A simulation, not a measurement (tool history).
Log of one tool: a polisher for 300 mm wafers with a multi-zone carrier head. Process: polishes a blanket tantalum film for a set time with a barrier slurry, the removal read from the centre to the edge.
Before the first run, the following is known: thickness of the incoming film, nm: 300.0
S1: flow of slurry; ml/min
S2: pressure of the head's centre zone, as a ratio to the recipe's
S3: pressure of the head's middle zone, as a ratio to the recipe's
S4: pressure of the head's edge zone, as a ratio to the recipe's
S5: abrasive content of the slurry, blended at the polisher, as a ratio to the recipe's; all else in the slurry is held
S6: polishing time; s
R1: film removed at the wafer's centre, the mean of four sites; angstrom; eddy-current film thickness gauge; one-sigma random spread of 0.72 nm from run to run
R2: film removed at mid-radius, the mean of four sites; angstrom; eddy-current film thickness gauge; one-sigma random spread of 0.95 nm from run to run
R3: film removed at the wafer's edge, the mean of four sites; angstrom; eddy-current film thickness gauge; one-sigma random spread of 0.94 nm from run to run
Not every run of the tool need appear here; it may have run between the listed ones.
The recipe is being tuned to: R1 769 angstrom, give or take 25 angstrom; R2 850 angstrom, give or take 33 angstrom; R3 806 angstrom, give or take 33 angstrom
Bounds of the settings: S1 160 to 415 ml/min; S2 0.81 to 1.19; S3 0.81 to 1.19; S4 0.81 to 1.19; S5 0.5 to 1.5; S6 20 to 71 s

run	day	S1	S2	S3	S4	S5	S6	R1	R2	R3
1	0	265	1	1	1	1	45	1125.5	1107.2	1139.7
2	0.362	265	0.98	1	0.97	0.9	44	1035.6	1041.4	1046.9
3	0.504	265	0.98	1	0.97	1.05	44	1094.9	1090.4	1087.8
4	0.85	260	0.95	0.99	0.94	0.95	44	1007	1042.1	1050.4
5	0.896	260	0.95	0.94	0.94	0.95	44	1021.9	1005	1068.4
6	1.179	310	0.95	0.94	0.94	0.95	44	1041.8	1022.1	1090
7	1.508	310	0.95	0.94	0.94	0.95	44	1045.7	1022.6	1061.2
8	1.675	320	0.94	0.95	0.92	0.85	43	953.87	975.34	1004.2
9	1.846	320	0.94	0.96	0.9	0.75	42	906.56	933.24	943.88
10	2.075	320	0.94	0.96	0.9	0.75	42	910.99	898.53	927.12
11	2.254	320	0.92	0.98	0.88	0.7	42	853.38	911.78	904.15
12	2.446	290	0.93	0.98	0.81	0.5	41	718.7	744.45	727.45
13	2.788	310	0.93	0.99	0.82	0.5	41	718.27	751.88	735.73
14	2.892	325	0.93	1	0.83	0.5	41	745.16	786.46	741.41
15	3.129	335	0.92	1	0.84	0.5	41	725.31	767.93	744.58
16	3.458	335	0.92	1.01	0.86	0.5	41	709.87	777.06	730.99
17	3.817	345	0.91	1	0.88	0.75	42	893	938.82	926.56
18	3.904	320	0.91	1.01	0.86	0.75	42	889.52	940.31	905.29
19	4.125	300	0.91	1.01	0.85	0.75	42	866.03	953.56	918.16
20	4.288	340	0.88	1.01	0.83	0.5	40	679.88	770.85	725.85
21	4.583	340	0.88	1.01	0.84	0.55	40	702.9	802.87	759.88
22	4.896	345	0.88	1.01	0.84	0.55	40	712.75	797.81	754.34

Of the 5 settings listed for the next run, only one would bring every result within its allowed miss of target. Which one?
A	5.208	340	0.89	1.01	0.81	0.7	38	?	?	?
B	5.208	235	0.85	0.88	0.87	0.6	45	?	?	?
C	5.208	375	0.9	1	0.82	0.5	41	?	?	?
D	5.208	340	0.88	0.92	0.82	0.75	40	?	?	?
E	5.208	340	0.88	1.13	0.81	0.5	41	?	?	?

move	R1	R2	R3
A	755.96	848.49	803.72
B	766.58	807.08	883.25
C	709.14	779.83	746.12
D	808.34	849.11	873.64
E	687.95	858.79	737.98
A: hits every target within its allowed miss
B: brings the result that was furthest off to its target, and leaves another outside
C: lands further from the targets than the last run did
D: carries the result that was furthest off beyond its target, to the other side
E: lands further from the targets than the last run did
A meets every target.
